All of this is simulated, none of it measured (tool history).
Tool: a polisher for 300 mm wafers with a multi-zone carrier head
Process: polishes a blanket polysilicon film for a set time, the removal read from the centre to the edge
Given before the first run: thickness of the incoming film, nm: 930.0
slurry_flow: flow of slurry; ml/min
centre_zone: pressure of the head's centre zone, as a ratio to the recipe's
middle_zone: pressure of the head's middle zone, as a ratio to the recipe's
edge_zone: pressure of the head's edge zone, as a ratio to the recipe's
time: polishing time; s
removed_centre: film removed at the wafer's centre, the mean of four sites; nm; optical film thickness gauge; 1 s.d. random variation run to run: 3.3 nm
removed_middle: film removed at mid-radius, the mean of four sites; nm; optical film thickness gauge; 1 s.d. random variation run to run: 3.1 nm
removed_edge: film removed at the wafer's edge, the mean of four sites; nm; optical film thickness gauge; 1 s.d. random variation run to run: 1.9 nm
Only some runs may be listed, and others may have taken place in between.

run,hour,slurry_flow,centre_zone,middle_zone,edge_zone,time,removed_centre,removed_middle,removed_edge
1,0,235,1,1,1,46,316.15,318.45,326.9
2,2.7,235,1,1.04,1,46,322.22,328.35,323.86
3,9.4,225,0.99,1.01,0.96,45,299.75,304.36,307
4,16.6,215,0.99,1.01,0.94,45,303.34,306.6,306.93
5,19.4,210,0.98,1,0.91,45,297.26,304.98,304.48
6,23.6,210,0.98,1,0.96,45,302.26,301.72,310.91
7,29.2,205,0.97,0.99,0.93,45,294.29,298.7,306.14
8,32.3,200,0.97,0.98,0.9,45,287.96,293.33,298.44
9,41.2,195,0.97,0.97,0.88,45,289.48,293.87,294.66

Run 10, settings as shown, results not yet in. Your forecast:
10,42.4,190,0.97,0.96,0.87,45,?,?,?

removed_centre: 290.27 nm
removed_middle: 280.06 nm
removed_edge: 293.13 nm
